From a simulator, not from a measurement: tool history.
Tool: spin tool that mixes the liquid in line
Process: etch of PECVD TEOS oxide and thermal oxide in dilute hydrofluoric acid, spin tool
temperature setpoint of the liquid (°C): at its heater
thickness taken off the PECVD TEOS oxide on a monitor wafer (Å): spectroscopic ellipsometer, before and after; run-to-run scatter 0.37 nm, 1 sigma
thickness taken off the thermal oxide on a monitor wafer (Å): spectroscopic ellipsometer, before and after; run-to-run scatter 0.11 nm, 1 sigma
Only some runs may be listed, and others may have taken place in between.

run	day	temperature setpoint of the liquid (°C)	parts of water to one part of 49 % hydrofluoric acid (parts by volume)	time under the liquid (s)	thickness taken off the PECVD TEOS oxide on a monitor wafer (Å)	thickness taken off the thermal oxide on a monitor wafer (Å)
1	0.000	23.0	50	160	520.44	174.52
2	0.129	21.5	50	160	490.45	161.65
3	0.346	21.0	50	160	480.79	160.61
4	0.479	21.0	50	130	387.58	129.85
5	0.579	21.0	50	185	552.05	187.00
6	0.829	20.0	50	185	527.33	176.40
7	1.092	19.0	50	185	504.31	169.77
8	1.333	18.5	50	185	494.07	165.16
9	1.675	18.0	50	185	482.13	162.40

For run 10, what comes out?
10	1.721	17.5	50	185	?	?

thickness taken off the PECVD TEOS oxide on a monitor wafer (Å): 481.77
thickness taken off the thermal oxide on a monitor wafer (Å): 159.06

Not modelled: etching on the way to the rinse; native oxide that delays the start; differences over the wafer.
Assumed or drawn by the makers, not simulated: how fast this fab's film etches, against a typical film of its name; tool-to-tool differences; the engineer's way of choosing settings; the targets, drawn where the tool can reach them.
